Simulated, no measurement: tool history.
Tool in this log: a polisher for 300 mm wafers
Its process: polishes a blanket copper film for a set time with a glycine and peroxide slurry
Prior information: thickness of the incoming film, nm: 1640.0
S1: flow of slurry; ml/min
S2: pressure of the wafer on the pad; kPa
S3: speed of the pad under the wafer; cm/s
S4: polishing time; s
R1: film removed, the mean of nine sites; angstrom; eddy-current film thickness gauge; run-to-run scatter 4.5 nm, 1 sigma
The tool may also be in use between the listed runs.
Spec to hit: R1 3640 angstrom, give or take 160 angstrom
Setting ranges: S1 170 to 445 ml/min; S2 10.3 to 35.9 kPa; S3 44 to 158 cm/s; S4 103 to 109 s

Run 1, hour 0: S1 285 ml/min, S2 22.8 kPa, S3 100 cm/s, S4 103 s. Result: R1 5036.7 angstrom.
Run 2, hour 4.9: S1 285 ml/min, S2 22.8 kPa, S3 100 cm/s, S4 109 s. Result: R1 5303 angstrom.
Run 3, hour 13.5: S1 285 ml/min, S2 20.7 kPa, S3 100 cm/s, S4 109 s. Result: R1 4973.9 angstrom.
Run 4, hour 14.4: S1 285 ml/min, S2 20.7 kPa, S3 110 cm/s, S4 109 s. Result: R1 5184.3 angstrom.
Run 5, hour 19.6: S1 285 ml/min, S2 19.3 kPa, S3 110 cm/s, S4 109 s. Result: R1 4937.3 angstrom.
Run 6, hour 23.3: S1 250 ml/min, S2 19.3 kPa, S3 110 cm/s, S4 109 s. Result: R1 4902.2 angstrom.
At hour 31.7: worn pad replaced by a new one.
Run 7, hour 31.7: S1 250 ml/min, S2 17.9 kPa, S3 110 cm/s, S4 109 s. Result: R1 5101.2 angstrom.
Run 8, hour 38.1: S1 265 ml/min, S2 16.5 kPa, S3 106 cm/s, S4 109 s. Result: R1 4786.7 angstrom.
Run 9, hour 46.8: S1 265 ml/min, S2 15.9 kPa, S3 100 cm/s, S4 108 s. Result: R1 4331.6 angstrom.
Run 10, hour 48.5: S1 265 ml/min, S2 15.2 kPa, S3 98 cm/s, S4 108 s. Result: R1 4166.9 angstrom.
Run 11, hour 54.9: S1 265 ml/min, S2 14.5 kPa, S3 98 cm/s, S4 108 s. Result: R1 4077.3 angstrom.

Of the 5 settings listed for the next run, only one would bring every result within its allowed miss of target. Which one?
Run A, hour 61.3: S1 285 ml/min, S2 15.9 kPa, S3 98 cm/s, S4 109 s. Result: R1 ?.
Run B, hour 61.3: S1 210 ml/min, S2 16.5 kPa, S3 82 cm/s, S4 103 s. Result: R1 ?.
Run C, hour 61.3: S1 170 ml/min, S2 13.8 kPa, S3 122 cm/s, S4 108 s. Result: R1 ?.
Run D, hour 61.3: S1 200 ml/min, S2 13.1 kPa, S3 132 cm/s, S4 109 s. Result: R1 ?.
Run E, hour 61.3: S1 265 ml/min, S2 16.5 kPa, S3 98 cm/s, S4 109 s. Result: R1 ?.

move      R1
   A  4409.2
   B  3694.6
   C  4344.9
   D  4588.9
   E  4501.9
A: lands further from the targets than the last run did
B: every result within its allowed miss
C: lands further from the targets than the last run did
D: lands further from the targets than the last run did
E: lands further from the targets than the last run did
Answer: B
